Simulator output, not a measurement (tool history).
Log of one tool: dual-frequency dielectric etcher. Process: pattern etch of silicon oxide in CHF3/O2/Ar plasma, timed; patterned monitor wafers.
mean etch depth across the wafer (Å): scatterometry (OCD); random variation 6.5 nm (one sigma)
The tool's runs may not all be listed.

run,day,source power (W),bias power (W),etch time (s),mean etch depth across the wafer (Å)
1,0,510,181,465.5,8657.5
2,0.188,550,188,466.5,9096
3,0.329,580,191,467,9216.5
4,0.471,640,191,467,9581
5,0.662,560,191,467,9168.1
6,0.696,610,191,467,9543.1
7,0.921,630,194,467.5,9809.2

Run 8 comes next. What will it give?
8,1.288,650,195,467.5,?

mean etch depth across the wafer (Å): 9872.2

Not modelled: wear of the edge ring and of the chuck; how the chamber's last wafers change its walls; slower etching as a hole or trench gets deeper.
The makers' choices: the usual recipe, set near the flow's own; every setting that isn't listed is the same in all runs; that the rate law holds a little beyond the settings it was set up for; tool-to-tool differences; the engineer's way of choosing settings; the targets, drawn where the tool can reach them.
